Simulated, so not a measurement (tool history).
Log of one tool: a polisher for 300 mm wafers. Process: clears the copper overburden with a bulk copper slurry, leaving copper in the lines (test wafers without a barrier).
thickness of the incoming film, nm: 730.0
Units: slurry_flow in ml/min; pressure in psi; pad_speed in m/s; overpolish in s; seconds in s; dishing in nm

run 1 day=0.000 | slurry_flow=255 pressure=2.3 pad_speed=1.36 slurry_solids=1.00 overpolish=16 | seconds=73.274 dishing=81.961
run 2 day=0.221 | slurry_flow=255 pressure=2.3 pad_speed=1.36 slurry_solids=1.15 overpolish=16 | seconds=72.973 dishing=83.411
run 3 day=0.312 | slurry_flow=255 pressure=2.3 pad_speed=1.36 slurry_solids=1.15 overpolish=21 | seconds=73.203 dishing=94.153
run 4 day=0.629 | slurry_flow=255 pressure=2.3 pad_speed=1.36 slurry_solids=1.15 overpolish=26 | seconds=73.088 dishing=106.880
run 5 day=0.804 | slurry_flow=255 pressure=2.3 pad_speed=1.36 slurry_solids=1.15 overpolish=30 | seconds=72.667 dishing=114.720
run 6 day=1.012 | slurry_flow=190 pressure=2.3 pad_speed=1.36 slurry_solids=1.15 overpolish=30 | seconds=72.717 dishing=111.430
run 7 day=1.200 | slurry_flow=190 pressure=2.3 pad_speed=1.36 slurry_solids=1.15 overpolish=30 | seconds=74.405 dishing=111.680
run 8 day=1.242 | slurry_flow=185 pressure=2.1 pad_speed=1.36 slurry_solids=1.15 overpolish=26 | seconds=81.103 dishing=100.880
run 9 day=1.500 | slurry_flow=185 pressure=2.1 pad_speed=1.36 slurry_solids=1.15 overpolish=26 | seconds=82.763 dishing=103.720
-- day=1.712 slurry blender recalibrated
run 10 day=1.712 | slurry_flow=185 pressure=2.1 pad_speed=1.32 slurry_solids=1.10 overpolish=21 | seconds=79.604 dishing=90.166

Forecast run 11:
run 11 day=2.017 | slurry_flow=185 pressure=1.9 pad_speed=1.30 slurry_solids=1.10 overpolish=18 | seconds=? dishing=?

Run 11 gave seconds 89.037 s, dishing 75.114 nm.
